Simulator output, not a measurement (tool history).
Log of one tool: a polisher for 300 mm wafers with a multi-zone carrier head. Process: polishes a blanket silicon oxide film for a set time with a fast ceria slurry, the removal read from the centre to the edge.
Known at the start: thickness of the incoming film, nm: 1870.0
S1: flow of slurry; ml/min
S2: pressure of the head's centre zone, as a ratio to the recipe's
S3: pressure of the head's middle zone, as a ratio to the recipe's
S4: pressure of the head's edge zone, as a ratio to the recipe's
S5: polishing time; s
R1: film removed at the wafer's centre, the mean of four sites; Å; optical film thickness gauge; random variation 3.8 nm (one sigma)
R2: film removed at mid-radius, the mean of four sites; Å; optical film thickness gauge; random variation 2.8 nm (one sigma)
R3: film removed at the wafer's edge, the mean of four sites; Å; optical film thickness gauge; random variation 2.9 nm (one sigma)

run,day,S1,S2,S3,S4,S5,R1,R2,R3
1,0.000,175,1.00,1.00,1.00,32,5714.3,5859.1,5946.0
2,0.279,170,1.01,0.97,0.96,30,5401.3,5398.0,5529.5
3,0.596,170,1.06,0.97,0.96,30,5755.6,5356.2,5424.3
4,0.962,200,1.06,0.97,0.96,30,5867.4,5594.4,5654.2
5,1.208,200,1.06,1.05,0.96,30,5898.7,5763.3,5581.3
6,1.479,180,1.06,1.01,0.94,28,5392.8,5146.8,5110.6

Run 7 comes next. What will it give?
7,1.712,140,1.04,0.91,0.84,22,?,?,?

{"run 7": {"R1": 3896.4, "R2": 3642.4, "R3": 3693.2}}
